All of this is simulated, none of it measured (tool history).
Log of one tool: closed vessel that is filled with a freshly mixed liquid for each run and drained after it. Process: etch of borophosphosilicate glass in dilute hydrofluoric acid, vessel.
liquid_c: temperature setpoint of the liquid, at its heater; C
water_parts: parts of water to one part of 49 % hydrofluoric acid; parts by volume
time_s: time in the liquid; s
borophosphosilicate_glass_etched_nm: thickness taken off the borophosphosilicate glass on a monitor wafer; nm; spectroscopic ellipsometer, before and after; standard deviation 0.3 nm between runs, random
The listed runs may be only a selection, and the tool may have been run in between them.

run    day  liquid_c  water_parts  time_s  borophosphosilicate_glass_etched_nm
  1  0.000      22.0          110     105                               37.435
  2  0.238      23.5          110     105                               39.695
  3  0.496      24.5          110     105                               41.531
  4  0.646      24.5          110     110                               43.309
  5  0.917      24.5          110     110                               43.012
  6  1.208      24.5          140     110                               32.619
  7  1.408      26.0          135     110                               36.352
  8  1.492      27.0          130     110                               39.690
  9  1.725      28.0          130     110                               40.584
 10  1.858      28.5          130     110                               41.304

Run 11 has not been measured yet. What should we expect?
 11  2.158      29.0          130     110                                    ?

{"run 11": {"borophosphosilicate_glass_etched_nm": 42.357}}
